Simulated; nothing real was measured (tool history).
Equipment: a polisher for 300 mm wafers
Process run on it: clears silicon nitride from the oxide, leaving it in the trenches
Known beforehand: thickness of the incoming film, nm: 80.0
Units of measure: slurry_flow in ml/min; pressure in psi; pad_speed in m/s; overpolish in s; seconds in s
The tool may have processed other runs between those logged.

run  hour  slurry_flow  pressure  pad_speed  overpolish  seconds
  1   0.0          260       3.2       1.08          15   57.662
  2   6.3          260       3.2       1.26          15   50.328
  3  15.0          255       2.7       1.16          15   63.470
  4  21.9          255       2.3       1.10          15   77.723
  5  26.0          320       2.3       1.10          15   78.913
  6  34.4          320       2.3       1.10          15   78.517

Forecast run 7:
  7  40.9          315       1.4       0.98          15        ?

For run 7 the tool returned seconds 137.080 s.

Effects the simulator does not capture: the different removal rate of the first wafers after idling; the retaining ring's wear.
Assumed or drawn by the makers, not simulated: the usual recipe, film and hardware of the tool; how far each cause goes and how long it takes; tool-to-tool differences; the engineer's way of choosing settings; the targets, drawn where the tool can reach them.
